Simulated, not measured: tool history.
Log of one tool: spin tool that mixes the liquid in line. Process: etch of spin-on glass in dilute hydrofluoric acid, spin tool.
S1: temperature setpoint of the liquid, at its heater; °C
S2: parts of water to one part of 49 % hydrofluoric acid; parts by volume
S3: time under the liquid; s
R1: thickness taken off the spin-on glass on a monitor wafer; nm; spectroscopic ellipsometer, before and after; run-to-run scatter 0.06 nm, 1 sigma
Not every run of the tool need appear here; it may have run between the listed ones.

run,hour,S1,S2,S3,R1
1,0,23,245,15,1.8785
2,1.6,26.5,245,15,2.1877
3,5,24,245,15,1.9928
4,5.6,25.5,245,15,2.0728
5,11.1,26,220,15,2.402
6,16.7,26.5,200,15,2.8287
7,25.5,27,185,15,3.1294
8,29.5,27.5,170,15,3.5869
9,33.5,28,160,15,3.8251
10,37.2,28.5,150,15,4.2246
11,37.8,29,140,15,4.6689
12,44.4,29,130,15,5.193
13,48.6,29,125,15,5.3483
14,49.5,29,120,15,5.6287
15,52.9,29,115,15,5.8134
16,57.9,29,115,15,5.9058
17,59.8,29,110,15,6.2532

Run 18 is up next; what results do you expect?
18,68.4,29.5,100,15,?

R1: 7.0018 nm

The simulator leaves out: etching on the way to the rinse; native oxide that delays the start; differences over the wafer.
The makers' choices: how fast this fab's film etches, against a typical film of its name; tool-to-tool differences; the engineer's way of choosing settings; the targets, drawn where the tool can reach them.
